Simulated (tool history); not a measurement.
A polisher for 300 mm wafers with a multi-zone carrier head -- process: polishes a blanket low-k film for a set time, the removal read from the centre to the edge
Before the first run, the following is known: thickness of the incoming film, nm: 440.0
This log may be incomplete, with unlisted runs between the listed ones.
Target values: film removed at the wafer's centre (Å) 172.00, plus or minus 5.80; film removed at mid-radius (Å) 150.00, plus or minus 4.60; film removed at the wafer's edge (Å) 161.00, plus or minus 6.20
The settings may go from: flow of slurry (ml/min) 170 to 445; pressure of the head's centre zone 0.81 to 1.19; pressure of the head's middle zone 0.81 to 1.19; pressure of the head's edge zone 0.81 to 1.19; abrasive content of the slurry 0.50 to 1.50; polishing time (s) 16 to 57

run	hour	flow of slurry (ml/min)	pressure of the head's centre zone	pressure of the head's middle zone	pressure of the head's edge zone	abrasive content of the slurry	polishing time (s)	film removed at the wafer's centre (Å)	film removed at mid-radius (Å)	film removed at the wafer's edge (Å)
1	0.0	285	1.00	1.00	1.00	1.00	36	127.29	128.22	124.86
2	2.1	290	1.02	1.00	1.02	1.05	36	131.75	133.05	132.10
3	4.0	290	1.02	1.00	1.02	1.05	39	145.53	143.62	138.86
4	7.3	290	1.02	1.00	0.97	1.05	39	144.90	143.50	135.98
5	7.9	295	1.04	0.99	1.00	1.05	39	145.27	142.83	141.16
6	13.1	295	1.09	0.99	1.00	1.05	39	152.25	141.17	140.19
7	19.8	300	1.11	0.99	1.02	1.05	39	155.65	143.00	143.70
8	28.6	310	1.12	0.99	1.04	1.05	39	155.78	142.20	145.77
9	30.5	330	1.19	1.01	1.13	1.20	39	175.88	157.23	160.14
10	38.9	325	1.19	1.00	1.13	1.20	39	175.01	155.42	161.08
11	40.8	325	1.19	0.99	1.13	1.20	39	178.21	153.75	163.91

4 candidate next runs follow, results not yet known. Just one meets every target within its allowed miss. Identify it.
A	42.7	335	1.17	0.97	1.14	1.15	39	?	?	?
B	42.7	360	1.06	0.99	1.09	1.30	38	?	?	?
C	42.7	330	1.15	1.07	1.14	1.25	39	?	?	?
D	42.7	395	1.09	0.86	1.19	1.35	37	?	?	?

move	film removed at the wafer's centre (Å)	film removed at mid-radius (Å)	film removed at the wafer's edge (Å)
A	170.45	151.58	159.11
B	167.39	161.43	162.83
C	176.15	172.09	166.06
D	170.23	143.39	169.41
A: hits every target within its allowed miss
B: puts the biggest miss on target and leaves a different result outside tolerance
C: puts the biggest miss on target and leaves a different result outside tolerance
D: puts the biggest miss on target and leaves a different result outside tolerance
A is the move that brings every result within its allowed miss.

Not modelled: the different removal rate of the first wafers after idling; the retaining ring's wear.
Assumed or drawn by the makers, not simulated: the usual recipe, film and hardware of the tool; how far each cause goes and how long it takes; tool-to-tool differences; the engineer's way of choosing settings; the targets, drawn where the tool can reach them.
